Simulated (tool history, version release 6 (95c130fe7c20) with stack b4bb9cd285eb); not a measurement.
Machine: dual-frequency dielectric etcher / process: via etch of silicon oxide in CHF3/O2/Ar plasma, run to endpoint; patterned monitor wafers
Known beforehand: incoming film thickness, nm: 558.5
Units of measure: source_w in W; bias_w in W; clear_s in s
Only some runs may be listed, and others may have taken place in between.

{"run": 1, "day": 0.0, "source_w": 860, "bias_w": 214, "clear_s": 232.07}
{"run": 2, "day": 0.029, "source_w": 860, "bias_w": 198, "clear_s": 235.9}
{"run": 3, "day": 0.158, "source_w": 860, "bias_w": 226, "clear_s": 228.38}
{"run": 4, "day": 0.346, "source_w": 760, "bias_w": 212, "clear_s": 241.58}
{"run": 5, "day": 0.517, "source_w": 760, "bias_w": 228, "clear_s": 236.43}
{"run": 6, "day": 0.738, "source_w": 680, "bias_w": 213, "clear_s": 250.65}
{"run": 7, "day": 1.029, "source_w": 630, "bias_w": 205, "clear_s": 257.68}

Predict the results of run 8:
{"run": 8, "day": 1.088, "source_w": 510, "bias_w": 179, "clear_s": "?"}

clear_s: 284.85 s

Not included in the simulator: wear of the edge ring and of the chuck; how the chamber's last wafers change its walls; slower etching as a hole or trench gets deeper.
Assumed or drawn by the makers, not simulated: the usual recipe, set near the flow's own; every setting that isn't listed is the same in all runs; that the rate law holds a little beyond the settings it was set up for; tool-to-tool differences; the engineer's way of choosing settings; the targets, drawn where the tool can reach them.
